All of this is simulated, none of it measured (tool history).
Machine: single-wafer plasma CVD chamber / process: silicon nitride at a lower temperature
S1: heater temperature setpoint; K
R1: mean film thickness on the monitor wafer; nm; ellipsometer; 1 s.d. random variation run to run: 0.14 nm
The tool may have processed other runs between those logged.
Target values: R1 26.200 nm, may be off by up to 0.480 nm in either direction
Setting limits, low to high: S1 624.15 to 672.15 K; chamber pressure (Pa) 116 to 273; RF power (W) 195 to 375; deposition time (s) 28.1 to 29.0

Run 1, hour 0.0: S1 648.15 K, chamber pressure (Pa) 195, RF power (W) 285, deposition time (s) 28.1. Result: R1 30.245 nm.
Run 2, hour 4.2: S1 648.15 K, chamber pressure (Pa) 195, RF power (W) 285, deposition time (s) 28.1. Result: R1 30.301 nm.
Run 3, hour 8.5: S1 648.15 K, chamber pressure (Pa) 195, RF power (W) 325, deposition time (s) 28.1. Result: R1 34.126 nm.
Run 4, hour 15.9: S1 640.15 K, chamber pressure (Pa) 195, RF power (W) 325, deposition time (s) 28.1. Result: R1 34.322 nm.
Run 5, hour 17.0: S1 640.15 K, chamber pressure (Pa) 171, RF power (W) 305, deposition time (s) 28.1. Result: R1 30.809 nm.
Run 6, hour 22.7: S1 640.15 K, chamber pressure (Pa) 155, RF power (W) 295, deposition time (s) 28.1. Result: R1 29.007 nm.
Run 7, hour 28.0: S1 640.15 K, chamber pressure (Pa) 155, RF power (W) 295, deposition time (s) 28.1. Result: R1 29.285 nm.
Run 8, hour 31.0: S1 640.15 K, chamber pressure (Pa) 144, RF power (W) 290, deposition time (s) 28.1. Result: R1 27.828 nm.
Run 9, hour 32.1: S1 640.15 K, chamber pressure (Pa) 136, RF power (W) 290, deposition time (s) 28.1. Result: R1 26.913 nm.
Run 10, hour 34.8: S1 641.15 K, chamber pressure (Pa) 135, RF power (W) 290, deposition time (s) 28.1. Result: R1 27.139 nm.
Run 11, hour 39.9: S1 641.15 K, chamber pressure (Pa) 135, RF power (W) 290, deposition time (s) 28.1. Result: R1 27.253 nm.

Which of these 4 next moves meets every target?
Run A, hour 45.0: S1 649.15 K, chamber pressure (Pa) 143, RF power (W) 280, deposition time (s) 29.0. Result: R1 ?.
Run B, hour 45.0: S1 643.15 K, chamber pressure (Pa) 116, RF power (W) 315, deposition time (s) 28.1. Result: R1 ?.
Run C, hour 45.0: S1 652.15 K, chamber pressure (Pa) 165, RF power (W) 260, deposition time (s) 28.4. Result: R1 ?.
Run D, hour 45.0: S1 641.15 K, chamber pressure (Pa) 187, RF power (W) 240, deposition time (s) 28.1. Result: R1 ?.

move      R1
   A  27.509
   B  27.295
   C  26.367
   D  25.073
A: the biggest miss grows against the last run
B: just as far off the targets as the last run
C: in spec on every target
D: moves the result that the last run missed by most past its target, out the other side
C meets every target.

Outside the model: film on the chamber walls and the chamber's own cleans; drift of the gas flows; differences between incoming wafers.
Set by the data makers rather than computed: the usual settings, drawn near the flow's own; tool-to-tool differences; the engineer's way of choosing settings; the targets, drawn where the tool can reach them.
